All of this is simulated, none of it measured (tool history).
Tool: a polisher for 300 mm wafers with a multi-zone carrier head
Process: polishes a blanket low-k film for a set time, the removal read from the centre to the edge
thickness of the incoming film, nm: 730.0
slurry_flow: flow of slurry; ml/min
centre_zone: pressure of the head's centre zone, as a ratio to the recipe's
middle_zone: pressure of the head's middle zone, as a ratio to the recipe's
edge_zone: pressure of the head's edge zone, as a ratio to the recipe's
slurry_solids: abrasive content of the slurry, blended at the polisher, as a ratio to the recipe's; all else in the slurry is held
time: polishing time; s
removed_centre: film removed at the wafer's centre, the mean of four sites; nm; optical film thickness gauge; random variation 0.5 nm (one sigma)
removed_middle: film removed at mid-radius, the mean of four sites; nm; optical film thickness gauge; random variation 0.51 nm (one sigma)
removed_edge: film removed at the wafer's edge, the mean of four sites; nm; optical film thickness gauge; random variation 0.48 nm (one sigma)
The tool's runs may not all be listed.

run,hour,slurry_flow,centre_zone,middle_zone,edge_zone,slurry_solids,time,removed_centre,removed_middle,removed_edge
1,0.0,315,1.00,1.00,1.00,1.00,79,59.533,61.006,61.599
2,4.9,350,1.00,1.00,1.00,1.00,79,59.673,60.657,61.647
3,7.6,350,1.01,1.01,0.96,0.85,77,55.491,55.433,54.107
4,9.5,350,0.99,1.01,0.93,0.75,76,50.055,51.022,50.600
5,10.2,350,0.99,1.01,0.93,0.75,57,37.111,38.605,37.222
6,17.7,350,1.01,1.03,0.96,0.80,57,38.698,40.257,39.557

Forecast run 7:
7,22.9,350,1.03,1.06,0.95,0.85,57,?,?,?

{"run 7": {"removed_centre": 40.515, "removed_middle": 40.998, "removed_edge": 40.34}}
